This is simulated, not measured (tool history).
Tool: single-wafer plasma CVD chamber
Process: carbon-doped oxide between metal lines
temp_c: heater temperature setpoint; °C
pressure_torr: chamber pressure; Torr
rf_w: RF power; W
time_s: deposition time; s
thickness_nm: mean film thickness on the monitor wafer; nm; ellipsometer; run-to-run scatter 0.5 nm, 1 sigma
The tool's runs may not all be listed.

run,hour,temp_c,pressure_torr,rf_w,time_s,thickness_nm
1,0,355,4.54,470,28.9,120.91
2,7.4,355,4.54,470,28.9,121.12
3,14.6,355,4.54,430,28.9,113.13
4,19.9,364,4.54,430,28.9,110.55
# hour 28.9: RF generator calibrated
5,28.9,364,4.54,430,28.9,114.41
6,33.3,358,4.54,430,28.9,117.49
7,35.1,353,4.78,465,29.2,127.34

What does the tool deliver on the next run?
8,40.5,353,4.78,465,29.2,?

thickness_nm: 126.59 nm
